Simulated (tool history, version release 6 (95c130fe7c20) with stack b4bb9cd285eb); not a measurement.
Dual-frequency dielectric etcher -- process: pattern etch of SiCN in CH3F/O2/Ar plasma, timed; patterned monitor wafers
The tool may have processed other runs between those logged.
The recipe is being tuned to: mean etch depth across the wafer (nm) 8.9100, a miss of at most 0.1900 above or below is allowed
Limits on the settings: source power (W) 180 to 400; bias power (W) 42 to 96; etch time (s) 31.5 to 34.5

run  hour  source power (W)  bias power (W)  etch time (s)  mean etch depth across the wafer (nm)
  1   0.0               290              69           34.5                                10.4030
  2   4.5               290              69           34.5                                10.5230
  3   6.3               290              69           31.5                                 9.5026
  4  11.8               280              68           31.5                                 9.4435
  5  19.9               280              76           31.5                                 9.6355
  6  24.0               280              86           31.5                                10.1810
  7  29.8               260              85           31.5                                 9.6657
  8  32.0               250              84           31.5                                 9.5559

Which of these 4 next moves meets every target?
  A  34.2               270              63           31.5                                      ?
  B  34.2               270              86           31.5                                      ?
  C  34.2               290              94           32.5                                      ?
  D  34.2               290              80           32.5                                      ?

move  mean etch depth across the wafer (nm)
   A                                 8.8686
   B                                 9.8264
   C                                10.8080
   D                                10.2280
A: meets every target
B: further off than the last run
C: further off than the last run
D: further off than the last run
The right move is A.
